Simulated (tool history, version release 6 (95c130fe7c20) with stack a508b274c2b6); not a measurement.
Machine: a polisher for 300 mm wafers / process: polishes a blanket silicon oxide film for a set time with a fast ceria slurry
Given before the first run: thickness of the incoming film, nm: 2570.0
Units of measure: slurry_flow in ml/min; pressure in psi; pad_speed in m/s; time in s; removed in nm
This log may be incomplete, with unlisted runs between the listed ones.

Run 1, hour 0.0: slurry_flow 200 ml/min, pressure 1.8 psi, pad_speed 1.02 m/s, time 31 s. Result: removed 259.90 nm.
Run 2, hour 2.3: slurry_flow 220 ml/min, pressure 1.8 psi, pad_speed 1.02 m/s, time 31 s. Result: removed 263.79 nm.
Run 3, hour 5.2: slurry_flow 220 ml/min, pressure 1.6 psi, pad_speed 1.02 m/s, time 31 s. Result: removed 237.79 nm.
Run 4, hour 13.1: slurry_flow 220 ml/min, pressure 1.6 psi, pad_speed 1.22 m/s, time 31 s. Result: removed 272.21 nm.
Run 5, hour 20.4: slurry_flow 220 ml/min, pressure 1.4 psi, pad_speed 1.20 m/s, time 31 s. Result: removed 236.52 nm.
Run 6, hour 26.3: slurry_flow 220 ml/min, pressure 1.3 psi, pad_speed 1.20 m/s, time 31 s. Result: removed 226.96 nm.
Run 7, hour 30.6: slurry_flow 220 ml/min, pressure 1.2 psi, pad_speed 1.20 m/s, time 31 s. Result: removed 204.57 nm.

Run 8, settings as shown, results not yet in. Your forecast:
Run 8, hour 36.8: slurry_flow 215 ml/min, pressure 1.1 psi, pad_speed 1.20 m/s, time 31 s. Result: removed ?.

Run 8 measured removed 185.44 nm.

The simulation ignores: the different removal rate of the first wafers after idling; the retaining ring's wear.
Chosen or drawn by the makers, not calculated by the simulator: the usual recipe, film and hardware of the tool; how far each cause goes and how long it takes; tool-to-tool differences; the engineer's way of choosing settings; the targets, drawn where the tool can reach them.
